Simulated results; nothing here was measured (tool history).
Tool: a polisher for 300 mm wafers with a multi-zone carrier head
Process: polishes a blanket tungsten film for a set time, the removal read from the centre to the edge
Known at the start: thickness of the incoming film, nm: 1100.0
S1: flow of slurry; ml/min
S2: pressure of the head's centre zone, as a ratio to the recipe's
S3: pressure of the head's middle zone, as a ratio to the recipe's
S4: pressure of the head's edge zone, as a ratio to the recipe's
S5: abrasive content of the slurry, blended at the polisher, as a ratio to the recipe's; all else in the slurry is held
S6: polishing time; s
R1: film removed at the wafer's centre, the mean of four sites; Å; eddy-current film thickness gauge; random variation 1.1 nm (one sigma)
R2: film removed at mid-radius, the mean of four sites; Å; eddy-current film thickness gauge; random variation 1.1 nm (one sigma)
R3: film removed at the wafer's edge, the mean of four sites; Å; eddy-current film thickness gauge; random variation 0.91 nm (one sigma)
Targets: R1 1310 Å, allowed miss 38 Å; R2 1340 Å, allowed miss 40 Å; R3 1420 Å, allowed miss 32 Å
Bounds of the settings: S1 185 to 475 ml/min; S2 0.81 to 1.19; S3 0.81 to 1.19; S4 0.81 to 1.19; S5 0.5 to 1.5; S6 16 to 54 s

Run 1, hour 0: S1 305 ml/min, S2 1, S3 1, S4 1, S5 1, S6 35 s. Result: R1 1090.1 Å, R2 1133.8 Å, R3 1098.2 Å.
Run 2, hour 3.9: S1 305 ml/min, S2 1, S3 1, S4 0.96, S5 1, S6 35 s. Result: R1 1095 Å, R2 1126.4 Å, R3 1077.4 Å.
Run 3, hour 10.2: S1 310 ml/min, S2 1, S3 1, S4 1, S5 1.1, S6 35 s. Result: R1 1135.3 Å, R2 1151 Å, R3 1120.5 Å.
Run 4, hour 16.6: S1 310 ml/min, S2 1, S3 1, S4 1, S5 1.25, S6 35 s. Result: R1 1166 Å, R2 1180.5 Å, R3 1132.4 Å.
Run 5, hour 18: S1 310 ml/min, S2 1, S3 1, S4 1, S5 1.25, S6 40 s. Result: R1 1334.6 Å, R2 1354.2 Å, R3 1296.2 Å.
Run 6, hour 18.9: S1 315 ml/min, S2 0.99, S3 0.99, S4 1.02, S5 1.25, S6 40 s. Result: R1 1311.6 Å, R2 1316.3 Å, R3 1312.3 Å.
Run 7, hour 26: S1 320 ml/min, S2 0.99, S3 0.99, S4 1.04, S5 1.25, S6 40 s. Result: R1 1319.4 Å, R2 1341.4 Å, R3 1326.6 Å.
Run 8, hour 33.2: S1 325 ml/min, S2 0.99, S3 0.99, S4 1.06, S5 1.25, S6 40 s. Result: R1 1314.8 Å, R2 1340 Å, R3 1360.3 Å.
Run 9, hour 39.4: S1 330 ml/min, S2 0.99, S3 0.99, S4 1.07, S5 1.25, S6 40 s. Result: R1 1317.4 Å, R2 1346.9 Å, R3 1353 Å.
Run 10, hour 43.6: S1 330 ml/min, S2 0.99, S3 0.99, S4 1.08, S5 1.25, S6 40 s. Result: R1 1328.6 Å, R2 1350.5 Å, R3 1358 Å.
Run 11, hour 52.3: S1 330 ml/min, S2 0.99, S3 0.99, S4 1.09, S5 1.25, S6 40 s. Result: R1 1300.8 Å, R2 1339.4 Å, R3 1346 Å.

Which of these 5 next moves meets every target?
Run A, hour 61: S1 215 ml/min, S2 0.93, S3 0.95, S4 1.09, S5 1.45, S6 42 s. Result: R1 ?, R2 ?, R3 ?.
Run B, hour 61: S1 325 ml/min, S2 1.06, S3 1.11, S4 1.07, S5 1.1, S6 41 s. Result: R1 ?, R2 ?, R3 ?.
Run C, hour 61: S1 380 ml/min, S2 1.01, S3 0.97, S4 1.16, S5 1.3, S6 40 s. Result: R1 ?, R2 ?, R3 ?.
Run D, hour 61: S1 300 ml/min, S2 1.01, S3 1.04, S4 0.99, S5 1.35, S6 41 s. Result: R1 ?, R2 ?, R3 ?.
Run E, hour 61: S1 320 ml/min, S2 0.94, S3 1.01, S4 1.11, S5 1.15, S6 42 s. Result: R1 ?, R2 ?, R3 ?.

move      R1      R2      R3
   A  1299.5    1348  1420.2
   B  1394.4    1473  1332.7
   C  1370.6    1344  1417.1
   D  1387.8  1445.7  1335.8
   E    1303  1404.2  1403.2
A: meets every target
B: further off than the last run
C: brings the result that was furthest off to its target, and leaves another outside
D: further off than the last run
E: brings the result that was furthest off to its target, and leaves another outside
Move A is the one to make.
